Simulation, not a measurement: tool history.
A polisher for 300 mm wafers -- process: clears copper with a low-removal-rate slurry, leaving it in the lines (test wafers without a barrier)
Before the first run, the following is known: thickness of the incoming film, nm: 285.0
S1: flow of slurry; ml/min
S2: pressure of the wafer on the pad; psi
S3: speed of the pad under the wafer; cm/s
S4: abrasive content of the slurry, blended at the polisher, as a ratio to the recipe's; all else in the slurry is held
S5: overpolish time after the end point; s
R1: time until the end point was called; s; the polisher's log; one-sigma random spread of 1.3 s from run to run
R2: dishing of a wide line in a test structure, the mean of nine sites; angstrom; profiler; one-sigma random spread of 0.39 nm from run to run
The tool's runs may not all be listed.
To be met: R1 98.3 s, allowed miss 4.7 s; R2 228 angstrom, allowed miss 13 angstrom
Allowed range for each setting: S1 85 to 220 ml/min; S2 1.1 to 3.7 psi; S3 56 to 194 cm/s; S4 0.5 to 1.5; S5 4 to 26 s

run	hour	S1	S2	S3	S4	S5	R1	R2
1	0	140	2.4	124	1	13	82.947	284.25
2	0.8	140	2.4	124	1	17	86.364	359.7
3	4.4	140	2	124	1	17	98.383	302.95
4	10	140	2	124	1.2	17	91.385	313.65
5	18.5	110	2	124	1.2	17	98.513	302.62
6	19.2	110	2	112	1.2	17	111.31	289.16
7	26.5	115	2	114	1.2	16	104.58	282.99
8	29.9	115	2	116	1.2	15	103.9	259.95

Consider the 5 candidate settings below. Which is the only one whose results all fall within their allowed miss of target?
A	33.3	130	1.5	146	1.05	15	?	?
B	33.3	125	2.2	102	1.25	14	?	?
C	33.3	95	2.1	106	1.3	16	?	?
D	33.3	115	2	122	1.2	15	?	?
E	33.3	135	1.8	126	1.45	12	?	?

move	R1	R2
A	104.37	270.16
B	107.92	250.96
C	111.97	271.88
D	99.802	283.06
E	98.726	236.09
A: its largest miss is bigger than the last run's
B: an improvement on the last run, though not all results are within tolerance
C: its largest miss is bigger than the last run's
D: its largest miss is bigger than the last run's
E: every result within its allowed miss
Answer: E
